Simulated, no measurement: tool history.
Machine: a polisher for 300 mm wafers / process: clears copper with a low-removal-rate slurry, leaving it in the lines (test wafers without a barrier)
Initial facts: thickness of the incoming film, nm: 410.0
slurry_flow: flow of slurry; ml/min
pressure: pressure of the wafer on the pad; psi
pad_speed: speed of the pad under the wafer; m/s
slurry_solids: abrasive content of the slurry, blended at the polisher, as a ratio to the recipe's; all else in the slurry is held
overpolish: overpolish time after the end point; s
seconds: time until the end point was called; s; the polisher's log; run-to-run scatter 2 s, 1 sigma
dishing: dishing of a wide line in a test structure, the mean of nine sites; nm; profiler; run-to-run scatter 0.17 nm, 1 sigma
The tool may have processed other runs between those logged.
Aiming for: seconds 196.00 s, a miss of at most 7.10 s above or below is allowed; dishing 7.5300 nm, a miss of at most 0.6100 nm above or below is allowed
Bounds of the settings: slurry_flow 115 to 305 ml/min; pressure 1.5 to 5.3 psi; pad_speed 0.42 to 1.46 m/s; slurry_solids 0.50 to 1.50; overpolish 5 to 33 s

run,day,slurry_flow,pressure,pad_speed,slurry_solids,overpolish,seconds,dishing
1,0.000,195,3.4,0.94,1.00,17,148.49,30.8440
2,0.371,195,3.0,0.96,1.00,14,157.64,24.4720
3,0.596,195,3.5,0.96,1.00,14,141.43,26.0850
4,0.708,195,3.5,0.86,1.00,14,160.86,25.7050
5,0.983,195,3.5,0.78,1.00,14,173.49,22.6030
6,1.117,195,4.3,0.78,1.00,14,151.30,26.3870
7,1.321,175,3.5,0.86,0.85,12,167.09,21.4800
8,1.371,210,2.9,0.86,1.05,10,173.99,17.1210
9,1.471,235,2.5,0.84,1.15,9,189.31,13.9320
10,1.583,255,2.2,0.84,1.25,8,202.90,11.7240
11,1.946,270,2.0,0.86,1.30,7,199.82,10.1030
12,2.192,280,1.9,0.88,1.35,6,200.19,8.7427
13,2.329,285,1.9,0.88,1.40,6,204.46,8.7581
14,2.412,290,1.8,0.92,1.45,6,197.11,9.0792
15,2.500,295,1.7,0.94,1.45,6,199.19,9.0477
16,2.638,300,1.8,0.92,1.45,6,195.17,9.1212
17,2.704,300,1.7,0.94,1.45,6,192.92,9.1716
18,2.854,300,1.6,0.94,1.45,6,203.88,8.7394
19,3.154,300,1.7,0.92,1.45,6,199.75,8.9171

Next run, 4 choices. One meets every target within its allowed miss, the rest don't. Which?
A,3.454,275,1.9,0.90,1.45,5,?,?
B,3.454,235,1.8,0.92,1.15,8,?,?
C,3.454,280,2.1,0.82,1.45,8,?,?
D,3.454,260,2.1,0.78,1.50,8,?,?

move,seconds,dishing
A,194.71,7.4908
B,210.34,10.9620
C,200.84,11.4780
D,211.18,10.9360
A: meets every target
B: misses by more than the last run did
C: misses by more than the last run did
D: misses by more than the last run did
So the answer is move A, the one that meets all the targets.
